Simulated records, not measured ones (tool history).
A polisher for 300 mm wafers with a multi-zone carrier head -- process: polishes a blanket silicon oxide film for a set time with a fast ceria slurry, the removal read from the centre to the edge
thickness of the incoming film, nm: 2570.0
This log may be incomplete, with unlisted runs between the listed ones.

run  hour  flow of slurry (ml/min)  pressure of the head's centre zone  pressure of the head's middle zone  pressure of the head's edge zone  polishing time (s)  film removed at the wafer's centre (angstrom)  film removed at mid-radius (angstrom)  film removed at the wafer's edge (angstrom)
  1   0.0                      285                                1.00                                1.00                              1.00                  59                                         8783.2                                 9056.0                                       9029.0
  2   8.4                      280                                0.97                                1.00                              0.98                  57                                         8341.8                                 8826.6                                       8663.3
  3  17.3                      280                                0.97                                0.97                              0.98                  57                                         8320.9                                 8613.3                                       8526.8
  4  18.5                      275                                0.94                                0.97                              0.97                  55                                         7785.1                                 8325.5                                       8192.8
     21.3  -- worn pad replaced by a new one
  5  21.3                      275                                0.91                                0.97                              0.97                  55                                         7803.1                                 8789.6                                       8717.5
  6  28.3                      275                                0.84                                0.97                              0.97                  55                                         7167.9                                 8794.5                                       8627.7

Forecast run 7:
  7  34.7                      275                                0.84                                0.97                              0.95                  53                                              ?                                      ?                                            ?

film removed at the wafer's centre (angstrom): 6999.4
film removed at mid-radius (angstrom): 8372.9
film removed at the wafer's edge (angstrom): 8383.9
